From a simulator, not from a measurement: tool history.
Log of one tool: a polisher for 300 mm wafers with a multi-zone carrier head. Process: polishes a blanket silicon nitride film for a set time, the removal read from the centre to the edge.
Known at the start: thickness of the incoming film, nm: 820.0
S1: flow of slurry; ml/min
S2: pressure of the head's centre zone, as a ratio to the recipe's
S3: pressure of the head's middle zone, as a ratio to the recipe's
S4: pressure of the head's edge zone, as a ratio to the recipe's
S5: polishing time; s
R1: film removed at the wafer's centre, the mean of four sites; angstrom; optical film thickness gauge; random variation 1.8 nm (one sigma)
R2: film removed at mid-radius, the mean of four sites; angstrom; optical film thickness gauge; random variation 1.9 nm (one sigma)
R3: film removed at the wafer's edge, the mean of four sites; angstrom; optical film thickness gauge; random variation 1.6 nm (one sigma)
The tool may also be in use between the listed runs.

| run | day | S1 | S2 | S3 | S4 | S5 | R1 | R2 | R3 |
|---|---|---|---|---|---|---|---|---|---|
| 1 | 0 | 135 | 1 | 1 | 1 | 71 | 1216.5 | 1210.3 | 1174.6 |
| 2 | 0.267 | 140 | 0.98 | 1.01 | 1.04 | 74 | 1230.9 | 1272.1 | 1245.8 |
| 3 | 0.438 | 140 | 0.98 | 1.05 | 1.04 | 74 | 1207.8 | 1332 | 1269.3 |
| 4 | 0.738 | 145 | 0.99 | 1.06 | 1.08 | 75 | 1254.1 | 1378.9 | 1335.7 |
| 5 | 0.883 | 145 | 0.99 | 1.06 | 1.08 | 92 | 1587.8 | 1661.7 | 1627.3 |
| 6 | 1 | 135 | 0.97 | 1.05 | 1.07 | 92 | 1477.7 | 1612.9 | 1597.5 |

The next listed run, before its measurement:
| 7 | 1.125 | 130 | 0.97 | 1.05 | 1.06 | 92 | ? | ? | ? |

R1: 1485.4 angstrom
R2: 1643.4 angstrom
R3: 1580.4 angstrom
